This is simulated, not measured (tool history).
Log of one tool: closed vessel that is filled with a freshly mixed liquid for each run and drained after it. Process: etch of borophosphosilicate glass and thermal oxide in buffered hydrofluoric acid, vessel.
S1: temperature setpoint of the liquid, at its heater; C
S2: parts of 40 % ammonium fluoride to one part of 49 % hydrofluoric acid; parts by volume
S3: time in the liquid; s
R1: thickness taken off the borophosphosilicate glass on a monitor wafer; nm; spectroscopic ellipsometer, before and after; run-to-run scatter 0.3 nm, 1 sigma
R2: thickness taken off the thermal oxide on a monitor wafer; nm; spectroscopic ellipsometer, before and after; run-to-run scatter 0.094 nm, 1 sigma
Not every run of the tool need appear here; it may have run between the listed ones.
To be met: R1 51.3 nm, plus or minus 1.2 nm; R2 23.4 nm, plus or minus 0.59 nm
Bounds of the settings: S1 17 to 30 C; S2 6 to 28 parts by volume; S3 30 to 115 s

Run 1, hour 0: S1 22 C, S2 17 parts by volume, S3 60 s. Result: R1 77.773 nm, R2 36.015 nm.
Run 2, hour 2.2: S1 20 C, S2 17 parts by volume, S3 60 s. Result: R1 70.78 nm, R2 32.077 nm.
Run 3, hour 5.4: S1 21.5 C, S2 17 parts by volume, S3 60 s. Result: R1 76.263 nm, R2 34.951 nm.
Run 4, hour 9.6: S1 21.5 C, S2 20 parts by volume, S3 60 s. Result: R1 66.935 nm, R2 30.666 nm.
Run 5, hour 14.9: S1 20 C, S2 20.5 parts by volume, S3 60 s. Result: R1 59.804 nm, R2 27.401 nm.
Run 6, hour 19.7: S1 20 C, S2 16.5 parts by volume, S3 60 s. Result: R1 72.457 nm, R2 33.106 nm.
Run 7, hour 21.2: S1 19 C, S2 18 parts by volume, S3 60 s. Result: R1 62.567 nm, R2 28.615 nm.
Run 8, hour 29.7: S1 18.5 C, S2 18.5 parts by volume, S3 60 s. Result: R1 59.149 nm, R2 27.345 nm.
At hour 36.4: hydrofluoric acid flow meter replaced.
Run 9, hour 36.4: S1 18 C, S2 19 parts by volume, S3 60 s. Result: R1 60.93 nm, R2 27.666 nm.
Run 10, hour 38.3: S1 17.5 C, S2 20 parts by volume, S3 60 s. Result: R1 55.979 nm, R2 25.602 nm.
Run 11, hour 43.7: S1 17.5 C, S2 20.5 parts by volume, S3 60 s. Result: R1 55.125 nm, R2 25.241 nm.
Run 12, hour 46: S1 17.5 C, S2 21 parts by volume, S3 60 s. Result: R1 54.197 nm, R2 24.652 nm.
Run 13, hour 52.1: S1 17.5 C, S2 21.5 parts by volume, S3 60 s. Result: R1 52.977 nm, R2 24.529 nm.

Exercise: of the 4 proposed moves below, exactly one satisfies all targets within the stated allowed misses. Which move is it?
Run A, hour 58.2: S1 17.5 C, S2 26 parts by volume, S3 70 s. Result: R1 ?, R2 ?.
Run B, hour 58.2: S1 17 C, S2 27 parts by volume, S3 70 s. Result: R1 ?, R2 ?.
Run C, hour 58.2: S1 17 C, S2 21.5 parts by volume, S3 65 s. Result: R1 ?, R2 ?.
Run D, hour 58.2: S1 17 C, S2 22 parts by volume, S3 65 s. Result: R1 ?, R2 ?.

move      R1      R2
   A  54.153  25.013
   B  51.277  23.679
   C  55.787  25.744
   D  54.903  25.338
A: moves away from the targets compared with the last run
B: every result within its allowed miss
C: moves away from the targets compared with the last run
D: moves away from the targets compared with the last run
The move that meets every target is B.
